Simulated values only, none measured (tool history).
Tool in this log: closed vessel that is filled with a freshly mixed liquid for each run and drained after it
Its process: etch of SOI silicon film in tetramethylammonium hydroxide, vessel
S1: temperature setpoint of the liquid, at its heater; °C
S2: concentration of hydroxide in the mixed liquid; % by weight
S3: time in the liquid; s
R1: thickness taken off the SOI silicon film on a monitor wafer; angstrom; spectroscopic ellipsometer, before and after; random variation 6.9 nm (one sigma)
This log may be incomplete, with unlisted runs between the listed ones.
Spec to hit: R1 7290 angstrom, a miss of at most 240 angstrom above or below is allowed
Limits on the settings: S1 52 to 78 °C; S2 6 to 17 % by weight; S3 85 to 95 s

run  hour    S1    S2  S3      R1
  1     0    65  11.5  85  4894.1
  2   3.9  60.5  11.5  85  3639.6
  3   6.6  60.5   9.5  85  3886.8
  4   8.8  62.5   9.5  85  4408.5
  5  12.8  62.5   9.5  85  4395.3
  6  16.7    64   9.5  85  4842.5
  7  17.9    65   9.5  85    5202
  8  25.9    66   9.5  85  5560.5
  9  34.5    67   9.5  85  5864.2
 10  37.6  67.5   9.5  85  6030.1

Below are 5 possible settings for the next run. Only one of them brings all results inside the allowed miss of their targets. Which is it?
  A  40.7    65    10  85   ?
  B  40.7  71.5    11  85   ?
  C  40.7  72.5    10  90   ?
  D  40.7    65  10.5  85   ?
  E  40.7    63   9.5  85   ?

move      R1
   A    5064
   B  7210.1
   C  8355.1
   D  4983.7
   E  4578.5
A: lands further from the targets than the last run did
B: hits every target within its allowed miss
C: takes the biggest miss from the last run beyond its target
D: lands further from the targets than the last run did
E: lands further from the targets than the last run did
The move that meets every target is B.
